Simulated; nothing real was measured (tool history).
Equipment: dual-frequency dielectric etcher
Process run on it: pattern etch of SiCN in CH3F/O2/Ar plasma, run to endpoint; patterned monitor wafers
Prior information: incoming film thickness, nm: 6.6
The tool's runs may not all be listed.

run 1 hour=0.0 | source_power_(kW)=0.440 bias_power_(kW)=0.072 | endpoint_time_(s)=15.739
run 2 hour=7.0 | source_power_(kW)=0.420 bias_power_(kW)=0.071 | endpoint_time_(s)=16.511
run 3 hour=13.8 | source_power_(kW)=0.480 bias_power_(kW)=0.071 | endpoint_time_(s)=15.712
run 4 hour=21.2 | source_power_(kW)=0.430 bias_power_(kW)=0.071 | endpoint_time_(s)=16.399
run 5 hour=30.2 | source_power_(kW)=0.430 bias_power_(kW)=0.080 | endpoint_time_(s)=15.373
run 6 hour=34.4 | source_power_(kW)=0.460 bias_power_(kW)=0.080 | endpoint_time_(s)=14.949
run 7 hour=35.1 | source_power_(kW)=0.370 bias_power_(kW)=0.072 | endpoint_time_(s)=17.464

What does the tool deliver on the next run?
run 8 hour=36.5 | source_power_(kW)=0.370 bias_power_(kW)=0.072 | endpoint_time_(s)=?

endpoint time (s): 17.132

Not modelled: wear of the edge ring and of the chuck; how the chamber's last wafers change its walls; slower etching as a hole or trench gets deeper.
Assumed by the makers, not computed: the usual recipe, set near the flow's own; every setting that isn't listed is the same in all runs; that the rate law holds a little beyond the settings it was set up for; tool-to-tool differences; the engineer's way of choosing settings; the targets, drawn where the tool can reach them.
